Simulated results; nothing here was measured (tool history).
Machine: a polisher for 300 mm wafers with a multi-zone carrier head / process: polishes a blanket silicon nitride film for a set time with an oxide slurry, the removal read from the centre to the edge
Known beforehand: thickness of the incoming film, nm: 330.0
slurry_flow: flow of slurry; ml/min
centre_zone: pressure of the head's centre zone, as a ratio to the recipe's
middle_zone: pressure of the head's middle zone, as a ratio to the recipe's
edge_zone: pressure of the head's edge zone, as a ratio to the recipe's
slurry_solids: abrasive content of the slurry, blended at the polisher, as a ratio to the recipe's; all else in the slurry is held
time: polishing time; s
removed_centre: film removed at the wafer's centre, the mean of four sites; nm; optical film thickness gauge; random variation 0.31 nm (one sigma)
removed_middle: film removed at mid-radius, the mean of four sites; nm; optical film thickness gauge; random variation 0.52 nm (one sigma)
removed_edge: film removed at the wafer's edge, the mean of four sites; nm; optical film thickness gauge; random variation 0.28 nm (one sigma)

| run | hour | slurry_flow | centre_zone | middle_zone | edge_zone | slurry_solids | time | removed_centre | removed_middle | removed_edge |
|---|---|---|---|---|---|---|---|---|---|---|
| 1 | 0 | 300 | 1 | 1 | 1 | 1 | 86 | 51.662 | 50.158 | 51.724 |
| 2 | 6 | 305 | 1.01 | 1.01 | 0.98 | 0.95 | 85 | 50.993 | 51.51 | 49.414 |
| 3 | 13.5 | 305 | 1.01 | 1 | 0.97 | 0.9 | 84 | 49.204 | 48.356 | 48.236 |
| 4 | 14.1 | 305 | 1.01 | 1 | 0.97 | 1.1 | 84 | 51.548 | 51.244 | 50.695 |
| 5 | 18.1 | 305 | 1.02 | 1 | 0.96 | 1.05 | 82 | 50.585 | 49.324 | 48.85 |
| 6 | 19 | 305 | 1.02 | 1 | 0.96 | 1.05 | 71 | 43.849 | 41.884 | 42.18 |
| 7 | 22.3 | 305 | 1.02 | 1 | 0.95 | 1 | 71 | 43.63 | 42.3 | 42.279 |
| 8 | 26.9 | 305 | 1.03 | 1 | 0.94 | 0.95 | 70 | 42.667 | 41.248 | 40.179 |
| 9 | 33 | 305 | 1.03 | 1 | 0.93 | 0.9 | 70 | 41.434 | 40.067 | 39.94 |
| 10 | 38.6 | 305 | 1.04 | 1.01 | 0.92 | 0.85 | 70 | 41.826 | 40.864 | 38.373 |
| 11 | 47.4 | 305 | 1.04 | 1.01 | 0.91 | 0.8 | 70 | 41.797 | 39.353 | 37.742 |

For run 12, what comes out?
| 12 | 55.9 | 290 | 1.01 | 1.1 | 0.81 | 0.55 | 68 | ? | ? | ? |

Run 12 yielded removed_centre 34.431 nm, removed_middle 36.347 nm, removed_edge 31.312 nm.
